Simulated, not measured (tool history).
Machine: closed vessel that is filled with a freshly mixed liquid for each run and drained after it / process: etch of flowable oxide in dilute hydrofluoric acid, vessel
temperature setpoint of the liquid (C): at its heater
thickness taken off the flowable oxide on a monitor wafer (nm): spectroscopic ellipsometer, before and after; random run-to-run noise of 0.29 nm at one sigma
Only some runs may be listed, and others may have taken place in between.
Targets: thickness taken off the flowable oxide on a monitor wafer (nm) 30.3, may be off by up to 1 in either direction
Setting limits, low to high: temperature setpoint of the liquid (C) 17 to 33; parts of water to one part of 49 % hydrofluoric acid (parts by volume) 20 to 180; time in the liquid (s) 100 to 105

| run | hour | temperature setpoint of the liquid (C) | parts of water to one part of 49 % hydrofluoric acid (parts by volume) | time in the liquid (s) | thickness taken off the flowable oxide on a monitor wafer (nm) |
|---|---|---|---|---|---|
| 1 | 0 | 25 | 100 | 100 | 36.16 |
| 2 | 4.6 | 25 | 100 | 105 | 38.116 |
| 3 | 13.2 | 23.5 | 100 | 105 | 36.047 |
| 4 | 19.9 | 27 | 100 | 105 | 41.384 |
| 5 | 27.6 | 25 | 100 | 105 | 38.848 |
| 6 | 30.8 | 25 | 100 | 105 | 38.235 |
| 7 | 35.3 | 23.5 | 100 | 105 | 36.081 |
| 8 | 42.1 | 22.5 | 100 | 105 | 34.59 |
| 9 | 48.2 | 21.5 | 100 | 105 | 33.725 |
| 10 | 57 | 20.5 | 100 | 105 | 31.994 |

Which single option among these 4 for the next run brings every result within its allowed miss of target? Just one does.
| A | 65.8 | 20.5 | 95 | 105 | ? |
| B | 65.8 | 22 | 100 | 100 | ? |
| C | 65.8 | 19.5 | 85 | 100 | ? |
| D | 65.8 | 20.5 | 100 | 100 | ? |

| move | thickness taken off the flowable oxide on a monitor wafer (nm) |
|---|---|
| A | 33.508 |
| B | 32.039 |
| C | 34.613 |
| D | 30.145 |
A: the biggest miss grows against the last run
B: neither nearer nor further off than the last run
C: the biggest miss grows against the last run
D: every result lands within tolerance
Go with D: it meets all targets.
